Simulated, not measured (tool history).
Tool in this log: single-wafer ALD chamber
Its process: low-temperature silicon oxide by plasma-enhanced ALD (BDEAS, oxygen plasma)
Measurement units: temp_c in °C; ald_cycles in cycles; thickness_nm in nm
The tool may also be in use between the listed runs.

| run | hour | temp_c | ald_cycles | thickness_nm |
|---|---|---|---|---|
| 1 | 0.0 | 110 | 20 | 2.8600 |
| 2 | 5.1 | 108 | 21 | 3.0135 |
| 3 | 11.0 | 108 | 22 | 3.1634 |
| 4 | 19.6 | 107 | 23 | 3.2969 |
| 5 | 23.3 | 107 | 21 | 3.0178 |
| 6 | 24.7 | 101 | 21 | 3.0515 |

Forecast run 7:
| 7 | 31.0 | 100 | 22 | ? |

{"run 7": {"thickness_nm": 3.2026}}
